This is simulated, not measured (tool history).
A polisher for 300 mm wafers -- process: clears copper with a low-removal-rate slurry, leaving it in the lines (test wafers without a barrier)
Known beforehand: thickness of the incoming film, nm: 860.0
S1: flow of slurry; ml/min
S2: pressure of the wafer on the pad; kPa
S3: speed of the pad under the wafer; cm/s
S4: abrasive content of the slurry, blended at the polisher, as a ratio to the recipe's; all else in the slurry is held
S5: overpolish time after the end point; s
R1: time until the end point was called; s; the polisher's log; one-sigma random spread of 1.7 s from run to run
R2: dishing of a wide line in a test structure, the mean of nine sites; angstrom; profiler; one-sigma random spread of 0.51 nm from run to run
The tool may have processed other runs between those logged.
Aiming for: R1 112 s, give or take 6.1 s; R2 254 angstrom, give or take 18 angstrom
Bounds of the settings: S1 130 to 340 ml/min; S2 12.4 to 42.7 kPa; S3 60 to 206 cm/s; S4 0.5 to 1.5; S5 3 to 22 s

run	hour	S1	S2	S3	S4	S5	R1	R2
1	0	220	27.6	132	1	11	146.28	392.08
2	5.4	220	27.6	164	1	11	119.47	480.57
3	11.6	225	28.3	162	1	9	116.55	409.76
4	15.8	225	28.3	190	1	9	101.26	466.44
5	19.3	225	28.3	190	1.1	9	100.58	480.86
6	21.6	225	28.3	190	1.3	9	95.043	471.06
7	24.3	225	27.6	190	1.3	8	97.275	438.62
8	28.6	225	26.9	188	1.35	7	100.51	374.27
9	30	225	26.2	188	1.35	6	102.43	310.23
# hour 35.3: head pressure recalibrated
10	35.3	225	25.5	188	1.35	6	118.51	284.95

Exactly one of the 4 candidate moves below puts every result within its allowed miss. Which one?
A	40.6	300	24.1	202	1.3	5	?	?
B	40.6	220	24.8	186	1.5	7	?	?
C	40.6	175	26.2	206	1.2	6	?	?
D	40.6	240	25.5	182	1.4	7	?	?

move	R1	R2
A	111.57	250.54
B	118.12	322.06
C	110.22	299.34
D	117.99	322.73
A: all results land within tolerance of their targets
B: misses by more than the last run did
C: misses by more than the last run did
D: misses by more than the last run did
Correct choice: A, which meets every target
